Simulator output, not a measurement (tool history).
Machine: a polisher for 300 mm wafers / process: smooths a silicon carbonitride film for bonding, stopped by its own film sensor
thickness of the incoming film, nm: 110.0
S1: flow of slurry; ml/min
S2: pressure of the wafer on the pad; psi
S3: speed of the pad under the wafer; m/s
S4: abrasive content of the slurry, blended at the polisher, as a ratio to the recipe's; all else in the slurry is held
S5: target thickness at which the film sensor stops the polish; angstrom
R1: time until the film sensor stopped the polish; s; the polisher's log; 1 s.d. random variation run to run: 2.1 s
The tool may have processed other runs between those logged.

| run | day | S1 | S2 | S3 | S4 | S5 | R1 |
|---|---|---|---|---|---|---|---|
| 1 | 0.000 | 285 | 2.1 | 1.12 | 1.00 | 1000 | 31.625 |
| 2 | 0.096 | 250 | 2.1 | 1.12 | 1.00 | 1000 | 32.655 |
| 3 | 0.188 | 240 | 2.0 | 1.06 | 0.95 | 1000 | 35.839 |
| 4 | 0.538 | 275 | 2.0 | 1.06 | 0.95 | 1000 | 34.644 |
| 5 | 0.817 | 315 | 2.0 | 1.06 | 0.95 | 1000 | 34.514 |
| 6 | 1.092 | 300 | 1.9 | 1.00 | 0.90 | 1000 | 39.407 |
| 7 | 1.338 | 285 | 1.8 | 0.94 | 0.85 | 1000 | 44.446 |

Run 8 has not been measured yet. What should we expect?
| 8 | 1.679 | 270 | 1.7 | 0.90 | 0.80 | 1000 | ? |

R1: 50.201 s
